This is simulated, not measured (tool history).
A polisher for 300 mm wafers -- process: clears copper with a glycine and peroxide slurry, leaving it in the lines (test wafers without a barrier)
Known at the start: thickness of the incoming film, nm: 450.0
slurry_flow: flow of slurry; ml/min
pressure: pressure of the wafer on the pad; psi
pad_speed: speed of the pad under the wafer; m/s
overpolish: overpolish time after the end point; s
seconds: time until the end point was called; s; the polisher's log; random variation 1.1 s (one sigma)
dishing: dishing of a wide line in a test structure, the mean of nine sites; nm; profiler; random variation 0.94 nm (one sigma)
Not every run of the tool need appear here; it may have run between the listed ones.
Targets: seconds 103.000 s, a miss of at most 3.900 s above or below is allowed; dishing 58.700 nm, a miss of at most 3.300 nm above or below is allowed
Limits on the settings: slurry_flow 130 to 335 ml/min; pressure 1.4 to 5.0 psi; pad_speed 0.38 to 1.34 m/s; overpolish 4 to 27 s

| run | hour | slurry_flow | pressure | pad_speed | overpolish | seconds | dishing |
|---|---|---|---|---|---|---|---|
| 1 | 0.0 | 215 | 3.2 | 0.86 | 14 | 84.514 | 48.340 |
| 2 | 7.0 | 215 | 3.1 | 0.86 | 15 | 85.115 | 50.596 |
| 3 | 13.7 | 265 | 3.1 | 0.86 | 15 | 83.393 | 49.756 |
| 4 | 18.7 | 265 | 3.1 | 0.72 | 15 | 93.095 | 47.726 |
| 5 | 26.7 | 260 | 3.1 | 0.72 | 16 | 93.982 | 49.223 |
| 6 | 31.7 | 315 | 3.1 | 0.72 | 16 | 91.324 | 50.030 |
| 7 | 34.6 | 315 | 3.0 | 0.72 | 17 | 91.839 | 52.566 |
| 8 | 42.8 | 310 | 2.9 | 0.72 | 17 | 94.930 | 51.869 |
| 9 | 51.0 | 305 | 2.9 | 0.72 | 17 | 94.255 | 50.795 |

Exercise: of the 5 proposed moves below, exactly one satisfies all targets within the stated allowed misses. Which move is it?
| A | 59.2 | 285 | 2.9 | 0.64 | 21 | ? | ? |
| B | 59.2 | 335 | 3.4 | 0.74 | 12 | ? | ? |
| C | 59.2 | 305 | 3.6 | 0.68 | 19 | ? | ? |
| D | 59.2 | 270 | 2.6 | 0.70 | 18 | ? | ? |
| E | 59.2 | 250 | 2.4 | 0.64 | 26 | ? | ? |

| move | seconds | dishing |
|---|---|---|
| A | 102.040 | 57.640 |
| B | 84.129 | 41.685 |
| C | 85.928 | 61.611 |
| D | 103.970 | 49.344 |
| E | 114.950 | 62.197 |
A: meets every target
B: moves away from the targets compared with the last run
C: gets the furthest-off result to its target, but another result is out of tolerance
D: moves away from the targets compared with the last run
E: takes the result that was furthest off past its target
The right move is A.
